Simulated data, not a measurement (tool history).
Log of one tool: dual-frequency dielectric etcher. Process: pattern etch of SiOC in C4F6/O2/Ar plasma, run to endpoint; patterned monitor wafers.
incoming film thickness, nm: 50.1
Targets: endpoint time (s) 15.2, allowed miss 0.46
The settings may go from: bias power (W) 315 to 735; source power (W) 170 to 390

run 1 hour=0 | bias_power_(W)=525 source_power_(W)=280 | endpoint_time_(s)=18.966
run 2 hour=3.8 | bias_power_(W)=451 source_power_(W)=280 | endpoint_time_(s)=20.483
run 3 hour=5.3 | bias_power_(W)=451 source_power_(W)=260 | endpoint_time_(s)=20.789
run 4 hour=6.4 | bias_power_(W)=410 source_power_(W)=260 | endpoint_time_(s)=21.981
run 5 hour=9.2 | bias_power_(W)=449 source_power_(W)=270 | endpoint_time_(s)=20.693
run 6 hour=12.1 | bias_power_(W)=489 source_power_(W)=270 | endpoint_time_(s)=19.848
run 7 hour=19.3 | bias_power_(W)=518 source_power_(W)=280 | endpoint_time_(s)=18.823
-- hour=27.3 source power generator calibrated
run 8 hour=27.3 | bias_power_(W)=540 source_power_(W)=280 | endpoint_time_(s)=19.058
run 9 hour=32.7 | bias_power_(W)=563 source_power_(W)=290 | endpoint_time_(s)=18.389
run 10 hour=41.3 | bias_power_(W)=585 source_power_(W)=300 | endpoint_time_(s)=17.827
run 11 hour=43.1 | bias_power_(W)=604 source_power_(W)=310 | endpoint_time_(s)=17.345
run 12 hour=49 | bias_power_(W)=620 source_power_(W)=310 | endpoint_time_(s)=17.396
run 13 hour=53.9 | bias_power_(W)=636 source_power_(W)=320 | endpoint_time_(s)=16.868

Which of these 5 next moves meets every target?
run A hour=58.8 | bias_power_(W)=589 source_power_(W)=310 | endpoint_time_(s)=?
run B hour=58.8 | bias_power_(W)=524 source_power_(W)=250 | endpoint_time_(s)=?
run C hour=58.8 | bias_power_(W)=648 source_power_(W)=340 | endpoint_time_(s)=?
run D hour=58.8 | bias_power_(W)=465 source_power_(W)=340 | endpoint_time_(s)=?
run E hour=58.8 | bias_power_(W)=735 source_power_(W)=340 | endpoint_time_(s)=?

move=A endpoint_time_(s)=17.57
move=B endpoint_time_(s)=20.123
move=C endpoint_time_(s)=16.25
move=D endpoint_time_(s)=18.872
move=E endpoint_time_(s)=15.357
A: further off than the last run
B: further off than the last run
C: nearer than the last run, and not there yet
D: further off than the last run
E: meets every target
The right move is E.
